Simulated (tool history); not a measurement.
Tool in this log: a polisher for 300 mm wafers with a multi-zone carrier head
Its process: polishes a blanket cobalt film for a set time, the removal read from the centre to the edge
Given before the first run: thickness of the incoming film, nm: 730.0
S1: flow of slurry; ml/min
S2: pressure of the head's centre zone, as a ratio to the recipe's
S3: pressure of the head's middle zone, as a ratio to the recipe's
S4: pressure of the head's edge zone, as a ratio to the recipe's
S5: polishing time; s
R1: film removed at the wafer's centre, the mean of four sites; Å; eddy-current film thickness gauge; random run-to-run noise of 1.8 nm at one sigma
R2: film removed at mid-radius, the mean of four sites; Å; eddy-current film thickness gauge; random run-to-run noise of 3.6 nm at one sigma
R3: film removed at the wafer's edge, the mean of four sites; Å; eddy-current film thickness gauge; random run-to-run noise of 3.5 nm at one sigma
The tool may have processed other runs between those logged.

run 1 hour=0 | S1=235 S2=1 S3=1 S4=1 S5=34 | R1=2038.8 R2=1919 R3=2000
run 2 hour=3.7 | S1=240 S2=1.01 S3=1.02 S4=1.02 S5=35 | R1=2070.6 R2=2050.9 R3=2094.2
run 3 hour=9.8 | S1=245 S2=1.03 S3=1.02 S4=1.03 S5=36 | R1=2245.3 R2=2045.5 R3=2141.8
run 4 hour=17.3 | S1=245 S2=1.04 S3=1.04 S4=1.04 S5=37 | R1=2277 R2=2197.6 R3=2206.3
run 5 hour=23.7 | S1=250 S2=1.05 S3=1.04 S4=1.06 S5=38 | R1=2377.5 R2=2268.2 R3=2304.6
run 6 hour=31.8 | S1=255 S2=1.06 S3=1.04 S4=1.07 S5=39 | R1=2465.7 R2=2329.2 R3=2385.2

The next listed run, before its measurement:
run 7 hour=37.1 | S1=260 S2=1.07 S3=1.05 S4=1.08 S5=40 | R1=? R2=? R3=?

Logged for run 7: R1 2551 Å, R2 2399.3 Å, R3 2549.5 Å.
